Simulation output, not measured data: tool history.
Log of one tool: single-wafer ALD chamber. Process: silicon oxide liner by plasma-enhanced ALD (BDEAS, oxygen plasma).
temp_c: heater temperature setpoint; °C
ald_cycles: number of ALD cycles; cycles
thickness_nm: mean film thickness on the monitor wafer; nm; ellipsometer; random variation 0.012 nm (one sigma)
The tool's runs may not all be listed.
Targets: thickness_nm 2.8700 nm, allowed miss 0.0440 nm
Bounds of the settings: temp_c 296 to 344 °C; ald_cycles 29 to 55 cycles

run	day	temp_c	ald_cycles	thickness_nm
1	0.000	320	42	3.5377
2	0.304	320	45	3.7410
3	0.342	321	41	3.4109
4	0.458	324	39	3.2358
5	0.679	324	41	3.3908
6	0.842	324	47	3.9115
7	0.929	326	43	3.5616
8	1.221	327	40	3.3059
9	1.367	328	38	3.1487

4 next moves are on the table. One of them brings every result within its allowed miss. Which?
A	1.512	324	33	?
B	1.512	332	35	?
C	1.512	318	36	?
D	1.512	333	34	?

move	thickness_nm
A	2.7337
B	2.8611
C	3.0118
D	2.7747
A: takes the result that was furthest off past its target
B: meets every target
C: nearer than the last run, and not there yet
D: takes the result that was furthest off past its target
The right move is B.

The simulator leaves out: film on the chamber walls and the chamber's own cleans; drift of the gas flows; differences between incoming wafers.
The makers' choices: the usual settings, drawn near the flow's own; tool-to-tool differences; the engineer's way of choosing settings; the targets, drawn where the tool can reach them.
